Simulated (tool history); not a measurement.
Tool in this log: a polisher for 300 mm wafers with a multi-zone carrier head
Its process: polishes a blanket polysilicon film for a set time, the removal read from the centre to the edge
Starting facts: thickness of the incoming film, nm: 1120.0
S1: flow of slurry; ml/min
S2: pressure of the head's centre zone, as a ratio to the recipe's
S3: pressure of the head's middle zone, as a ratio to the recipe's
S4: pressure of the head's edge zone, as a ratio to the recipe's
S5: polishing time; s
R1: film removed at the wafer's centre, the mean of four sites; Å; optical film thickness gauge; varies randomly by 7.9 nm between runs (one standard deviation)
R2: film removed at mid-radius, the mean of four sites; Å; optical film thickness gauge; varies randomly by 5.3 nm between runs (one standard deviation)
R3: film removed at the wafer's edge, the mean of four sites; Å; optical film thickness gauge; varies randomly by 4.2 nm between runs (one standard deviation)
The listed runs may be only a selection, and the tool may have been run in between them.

run	hour	S1	S2	S3	S4	S5	R1	R2	R3
1	0	135	1	1	1	37	3497.8	3683.8	3578.5
2	6	135	1	1	1.04	37	3578.9	3603.3	3633.4
3	14.2	150	1.05	1.04	1.05	39	3909.3	4018	3900.7
4	16.9	160	1.09	1.02	1	42	4526.7	4405.7	4149.2
5	17.5	160	1.09	1.02	1.03	42	4601.8	4405.5	4197.9
6	20.8	135	1.09	1.02	1.03	42	4354.9	4186.8	4075.3
7	24.7	150	1.12	1.04	1.03	43	4655	4414.5	4334.9
8	25.6	165	1.14	1.04	1.01	44	4913.4	4525.7	4387.6
9	32.4	175	1.15	1.05	0.98	45	5169.8	4759.8	4521.2

Expected results for the next run?
10	40.2	185	1.16	1.07	0.95	46	?	?	?

R1: 5419.1 Å
R2: 5098 Å
R3: 4613.7 Å

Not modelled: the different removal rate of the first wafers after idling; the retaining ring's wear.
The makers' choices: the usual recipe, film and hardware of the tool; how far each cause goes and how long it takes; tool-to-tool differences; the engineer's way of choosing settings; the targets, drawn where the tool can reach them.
